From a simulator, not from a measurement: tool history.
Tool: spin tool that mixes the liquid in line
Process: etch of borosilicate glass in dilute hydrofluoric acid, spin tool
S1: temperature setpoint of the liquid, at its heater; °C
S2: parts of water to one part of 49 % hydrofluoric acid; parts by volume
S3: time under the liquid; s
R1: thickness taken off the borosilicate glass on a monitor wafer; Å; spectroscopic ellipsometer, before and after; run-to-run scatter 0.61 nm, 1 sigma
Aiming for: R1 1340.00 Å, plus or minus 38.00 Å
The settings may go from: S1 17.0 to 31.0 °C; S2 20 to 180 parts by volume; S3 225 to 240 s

run,hour,S1,S2,S3,R1
1,0.0,23.0,100,225,788.28
2,8.0,24.0,95,225,862.25
3,11.3,22.5,95,225,818.93
4,12.5,23.5,90,225,902.08
5,15.5,23.5,90,240,960.51
6,22.0,24.5,90,240,996.94
7,25.6,25.5,90,240,1039.30
8,32.2,26.0,90,240,1062.70
9,34.5,26.5,90,240,1080.70
10,39.0,27.0,90,240,1111.60
11,40.2,27.5,90,240,1129.60
12,47.0,28.0,90,240,1148.90
13,52.1,28.5,90,240,1166.70
14,59.2,29.0,90,240,1190.60
15,67.2,29.0,90,240,1186.90
16,72.1,29.0,90,240,1195.00
17,76.5,29.5,90,240,1226.20
18,85.4,30.5,90,240,1252.50

Next run, 5 choices. One meets every target within its allowed miss, the rest don't. Which?
A,94.3,30.5,95,240,?
B,94.3,30.5,90,225,?
C,94.3,28.0,75,240,?
D,94.3,28.5,85,225,?
E,94.3,31.0,85,235,?

move,R1
A,1182.40
B,1178.60
C,1400.40
D,1164.70
E,1337.90
A: further off than the last run
B: further off than the last run
C: takes the result that was furthest off past its target
D: further off than the last run
E: each result inside its tolerance
The right move is E.

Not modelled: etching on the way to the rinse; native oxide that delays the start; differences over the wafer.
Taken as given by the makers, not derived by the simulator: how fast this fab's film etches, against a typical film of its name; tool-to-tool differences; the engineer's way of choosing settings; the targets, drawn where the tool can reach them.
